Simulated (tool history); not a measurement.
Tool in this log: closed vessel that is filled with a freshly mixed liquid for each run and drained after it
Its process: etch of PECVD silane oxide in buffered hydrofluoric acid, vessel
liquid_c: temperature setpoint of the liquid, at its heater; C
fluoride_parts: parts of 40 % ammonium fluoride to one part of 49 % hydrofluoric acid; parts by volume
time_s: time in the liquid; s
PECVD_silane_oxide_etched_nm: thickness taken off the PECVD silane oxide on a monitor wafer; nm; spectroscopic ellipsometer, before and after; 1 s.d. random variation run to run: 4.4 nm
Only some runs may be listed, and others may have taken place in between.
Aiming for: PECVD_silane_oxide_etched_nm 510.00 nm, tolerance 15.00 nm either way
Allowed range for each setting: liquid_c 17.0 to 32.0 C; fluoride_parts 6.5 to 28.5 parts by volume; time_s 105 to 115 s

run,day,liquid_c,fluoride_parts,time_s,PECVD_silane_oxide_etched_nm
1,0.000,24.0,17.5,105,262.01
2,0.200,24.0,17.5,105,261.50
3,0.483,24.0,22.0,105,216.48
4,0.617,24.0,17.5,105,260.16
5,0.946,24.0,15.5,105,292.03
6,1.017,21.0,15.5,105,249.20
7,1.342,25.0,12.0,105,407.11
8,1.575,25.5,12.0,105,410.78
9,1.604,26.0,12.0,105,417.77
10,1.833,26.5,12.0,105,429.45
11,1.967,27.0,12.0,105,445.92
12,2.200,27.5,12.0,105,460.39
13,2.483,28.0,12.0,105,468.56
14,2.804,29.0,12.0,105,496.07

Pick the move, out of 4, that brings all results within their allowed miss; only one does.
A,3.125,28.5,13.5,115,?
B,3.125,29.0,13.0,105,?
C,3.125,30.0,13.0,105,?
D,3.125,28.0,11.5,110,?

move,PECVD_silane_oxide_etched_nm
A,468.27
B,455.53
C,480.18
D,510.16
A: misses by more than the last run did
B: misses by more than the last run did
C: misses by more than the last run did
D: all results land within tolerance of their targets
The move that meets every target is D.
